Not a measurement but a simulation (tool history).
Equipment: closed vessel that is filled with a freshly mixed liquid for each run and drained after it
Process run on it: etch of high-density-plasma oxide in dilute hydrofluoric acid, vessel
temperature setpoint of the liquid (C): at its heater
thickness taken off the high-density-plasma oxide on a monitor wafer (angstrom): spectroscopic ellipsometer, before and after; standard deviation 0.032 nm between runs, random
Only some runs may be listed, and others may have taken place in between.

run  hour  temperature setpoint of the liquid (C)  parts of water to one part of 49 % hydrofluoric acid (parts by volume)  time in the liquid (s)  thickness taken off the high-density-plasma oxide on a monitor wafer (angstrom)
  1     0                                      21                                                                      50                     120                                                                           119.36
  2   7.6                                      20                                                                      55                     120                                                                           103.54
  3  13.6                                      20                                                                      65                     120                                                                               87
  4  20.9                                      20                                                                      75                     120                                                                           75.281
  5  24.8                                      20                                                                      60                     120                                                                            94.91
  6    29                                      20                                                                      65                     120                                                                           86.503

Run 7 comes next. What will it give?
  7  33.1                                      19                                                                      65                     120                                                                                ?

Logged for run 7: thickness taken off the high-density-plasma oxide on a monitor wafer (angstrom) 82.704.

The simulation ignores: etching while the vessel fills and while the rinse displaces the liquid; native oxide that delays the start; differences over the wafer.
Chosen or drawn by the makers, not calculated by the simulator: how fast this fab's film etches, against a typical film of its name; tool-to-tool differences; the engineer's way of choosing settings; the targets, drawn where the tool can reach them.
